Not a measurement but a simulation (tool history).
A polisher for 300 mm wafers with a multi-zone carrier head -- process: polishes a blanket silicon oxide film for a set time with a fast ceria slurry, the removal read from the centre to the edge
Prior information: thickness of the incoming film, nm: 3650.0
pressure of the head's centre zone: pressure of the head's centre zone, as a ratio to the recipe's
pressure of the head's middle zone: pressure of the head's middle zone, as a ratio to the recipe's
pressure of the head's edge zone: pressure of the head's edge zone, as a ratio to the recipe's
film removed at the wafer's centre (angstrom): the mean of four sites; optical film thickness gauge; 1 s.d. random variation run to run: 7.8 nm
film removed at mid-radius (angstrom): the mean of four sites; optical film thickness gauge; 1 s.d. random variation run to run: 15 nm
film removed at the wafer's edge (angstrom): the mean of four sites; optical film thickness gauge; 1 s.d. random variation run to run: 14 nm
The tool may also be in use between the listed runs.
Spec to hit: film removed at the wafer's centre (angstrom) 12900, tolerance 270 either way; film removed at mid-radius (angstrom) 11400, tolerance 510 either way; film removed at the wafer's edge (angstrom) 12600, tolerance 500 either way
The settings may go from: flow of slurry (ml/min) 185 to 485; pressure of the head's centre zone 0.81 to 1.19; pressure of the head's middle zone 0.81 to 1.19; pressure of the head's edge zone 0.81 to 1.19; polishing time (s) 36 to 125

| run | hour | flow of slurry (ml/min) | pressure of the head's centre zone | pressure of the head's middle zone | pressure of the head's edge zone | polishing time (s) | film removed at the wafer's centre (angstrom) | film removed at mid-radius (angstrom) | film removed at the wafer's edge (angstrom) |
|---|---|---|---|---|---|---|---|---|---|
| 1 | 0 | 310 | 1 | 1 | 1 | 80 | 10677 | 11212 | 11012 |
| 2 | 5.2 | 310 | 1 | 1 | 0.96 | 80 | 10716 | 10994 | 10695 |
| 3 | 12.5 | 325 | 1.04 | 0.98 | 1.01 | 81 | 11279 | 10647 | 11264 |
| 4 | 13.7 | 295 | 1.04 | 0.98 | 1.01 | 81 | 11091 | 11010 | 11088 |
| 5 | 14.6 | 295 | 0.97 | 0.98 | 1.01 | 81 | 10457 | 10851 | 11393 |
| 6 | 20.6 | 315 | 1.01 | 0.98 | 1.04 | 82 | 11077 | 11068 | 11493 |
| 7 | 23.6 | 330 | 1.03 | 0.98 | 1.07 | 83 | 11476 | 11485 | 11741 |
| 8 | 25.4 | 345 | 1.05 | 0.96 | 1.09 | 84 | 11756 | 11380 | 12192 |
| 9 | 31.3 | 355 | 1.07 | 0.95 | 1.1 | 84 | 12046 | 11376 | 12247 |
| 10 | 40.3 | 365 | 1.09 | 0.94 | 1.11 | 84 | 12230 | 11121 | 12185 |

Next run, 4 choices. One meets every target within its allowed miss, the rest don't. Which?
| A | 49.3 | 400 | 1.02 | 0.85 | 1.15 | 93 | ? | ? | ? |
| B | 49.3 | 425 | 0.97 | 0.93 | 1.1 | 96 | ? | ? | ? |
| C | 49.3 | 435 | 1.11 | 0.93 | 1.09 | 86 | ? | ? | ? |
| D | 49.3 | 385 | 1.08 | 0.99 | 1.16 | 78 | ? | ? | ? |

| move | film removed at the wafer's centre (angstrom) | film removed at mid-radius (angstrom) | film removed at the wafer's edge (angstrom) |
|---|---|---|---|
| A | 12977 | 11366 | 13838 |
| B | 12961 | 12701 | 13998 |
| C | 12911 | 11390 | 12498 |
| D | 11351 | 10788 | 11609 |
A: the worst result of the last run now meets its target, but another is out of spec
B: the worst result of the last run now meets its target, but another is out of spec
C: all results in spec
D: moves away from the targets compared with the last run
Move C is the one to make.

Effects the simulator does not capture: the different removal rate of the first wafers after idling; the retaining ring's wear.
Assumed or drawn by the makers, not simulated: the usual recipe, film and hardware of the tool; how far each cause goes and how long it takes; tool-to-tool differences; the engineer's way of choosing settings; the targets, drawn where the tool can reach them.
